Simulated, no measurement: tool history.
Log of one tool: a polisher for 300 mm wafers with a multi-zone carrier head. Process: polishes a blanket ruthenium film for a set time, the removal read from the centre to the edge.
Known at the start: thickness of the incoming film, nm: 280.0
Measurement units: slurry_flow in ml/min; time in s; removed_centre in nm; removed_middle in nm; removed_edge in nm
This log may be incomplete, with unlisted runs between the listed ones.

{"run": 1, "day": 0.0, "slurry_flow": 310, "centre_zone": 1.0, "middle_zone": 1.0, "edge_zone": 1.0, "time": 88, "removed_centre": 63.197, "removed_middle": 62.225, "removed_edge": 63.327}
{"run": 2, "day": 0.3, "slurry_flow": 310, "centre_zone": 1.04, "middle_zone": 1.0, "edge_zone": 1.0, "time": 88, "removed_centre": 65.305, "removed_middle": 60.657, "removed_edge": 62.854}
{"run": 3, "day": 0.638, "slurry_flow": 310, "centre_zone": 1.04, "middle_zone": 1.07, "edge_zone": 1.0, "time": 88, "removed_centre": 65.141, "removed_middle": 64.824, "removed_edge": 62.905}
{"run": 4, "day": 0.904, "slurry_flow": 310, "centre_zone": 1.05, "middle_zone": 1.06, "edge_zone": 1.02, "time": 92, "removed_centre": 67.107, "removed_middle": 65.837, "removed_edge": 66.776}
{"run": 5, "day": 1.254, "slurry_flow": 315, "centre_zone": 1.07, "middle_zone": 1.05, "edge_zone": 1.03, "time": 96, "removed_centre": 72.876, "removed_middle": 69.651, "removed_edge": 69.207}
{"run": 6, "day": 1.321, "slurry_flow": 315, "centre_zone": 1.07, "middle_zone": 1.05, "edge_zone": 0.98, "time": 96, "removed_centre": 70.871, "removed_middle": 69.614, "removed_edge": 69.082}
{"run": 7, "day": 1.571, "slurry_flow": 310, "centre_zone": 1.08, "middle_zone": 1.03, "edge_zone": 0.99, "time": 100, "removed_centre": 75.025, "removed_middle": 71.479, "removed_edge": 70.326}
{"run": 8, "day": 1.7, "slurry_flow": 400, "centre_zone": 1.03, "middle_zone": 0.93, "edge_zone": 1.09, "time": 125, "removed_centre": 91.154, "removed_middle": 81.777, "removed_edge": 95.088}

The next listed run, before its measurement:
{"run": 9, "day": 2.038, "slurry_flow": 400, "centre_zone": 1.04, "middle_zone": 0.93, "edge_zone": 1.09, "time": 125, "removed_centre": "?", "removed_middle": "?", "removed_edge": "?"}

{"run 9": {"removed_centre": 93.038, "removed_middle": 82.583, "removed_edge": 93.053}}
